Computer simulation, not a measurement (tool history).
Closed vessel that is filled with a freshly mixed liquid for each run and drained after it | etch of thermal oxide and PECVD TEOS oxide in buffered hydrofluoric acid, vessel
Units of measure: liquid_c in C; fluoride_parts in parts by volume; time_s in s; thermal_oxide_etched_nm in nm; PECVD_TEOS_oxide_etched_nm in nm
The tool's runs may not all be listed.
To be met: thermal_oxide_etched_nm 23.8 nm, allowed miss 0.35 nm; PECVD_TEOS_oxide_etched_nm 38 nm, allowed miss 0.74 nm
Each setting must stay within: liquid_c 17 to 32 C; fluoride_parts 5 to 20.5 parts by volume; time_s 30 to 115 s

run,hour,liquid_c,fluoride_parts,time_s,thermal_oxide_etched_nm,PECVD_TEOS_oxide_etched_nm
1,0,24,12.5,60,57.85,92.466
2,9,23,13.5,60,50.706,81.343
3,12.8,22,14.5,60,44.78,71.71
4,16,22,12,60,54.235,85.222
5,24.6,21,13,60,47.134,75.144
6,26.1,20.5,14,60,42.735,67.509
7,32.8,20,15,60,38.804,62.372
8,38.7,19.5,15.5,60,36.442,58.522
9,45.4,17,19.5,60,25.428,40.444
10,49.4,17,20,60,24.684,39.42
11,55.1,17,20.5,60,24.166,38.675
12,60.3,17.5,20.5,60,25.074,40.262
13,62,17,20.5,60,24.21,38.802
14,63.5,17.5,20.5,60,24.765,39.628
15,65.4,17,20.5,60,24.162,38.718
16,67,17,20.5,60,24.197,38.725
17,75.1,17.5,20.5,60,24.948,39.787
18,83.5,17,20.5,60,24.334,38.372
19,92.5,17.5,20.5,60,25.061,39.817
20,97.6,17,20.5,60,24.306,38.638
21,98.6,17.5,20.5,60,24.688,39.66
22,106.6,17,20.5,60,24.189,38.294
23,111.3,17.5,20.5,60,24.911,39.442

Which single option among these 4 for the next run brings every result within its allowed miss of target? Just one does.
A,116,17.5,20.5,55,?,?
B,116,17,18,50,?,?
C,116,17,12.5,35,?,?
D,116,21,19.5,45,?,?

move,thermal_oxide_etched_nm,PECVD_TEOS_oxide_etched_nm
A,22.788,36.076
B,22.727,35.98
C,22.778,36.06
D,23.692,37.508
A: takes the result that was furthest off past its target
B: takes the result that was furthest off past its target
C: takes the result that was furthest off past its target
D: all results land within tolerance of their targets
So the answer is move D, the one that meets all the targets.
